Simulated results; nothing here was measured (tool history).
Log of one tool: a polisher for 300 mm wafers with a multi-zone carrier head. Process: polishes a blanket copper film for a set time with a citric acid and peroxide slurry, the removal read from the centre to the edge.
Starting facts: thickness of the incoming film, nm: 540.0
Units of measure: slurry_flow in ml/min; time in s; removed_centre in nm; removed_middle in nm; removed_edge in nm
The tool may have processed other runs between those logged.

run	hour	slurry_flow	centre_zone	middle_zone	edge_zone	slurry_solids	time	removed_centre	removed_middle	removed_edge
1	0	125	1	1	1	1	47	84.228	81.107	82.147
2	1.1	135	1.03	0.98	1.04	1.05	47	91.06	81.538	86.11
3	2.6	145	1.04	0.97	1.07	1.05	47	92.877	83.999	88.605
4	4.8	145	1.04	1	1.07	1.05	47	93.56	85.417	88.791
5	6.4	145	1.04	1.03	1.07	1.05	47	91.857	86.767	87.554
6	10.5	145	1.04	1.03	1.07	1.05	43	85.29	80.756	81.338

Predict the results of run 7:
7	18.6	150	1.06	1.01	1.1	1.1	43	?	?	?

removed_centre: 87.904 nm
removed_middle: 79.202 nm
removed_edge: 83.178 nm
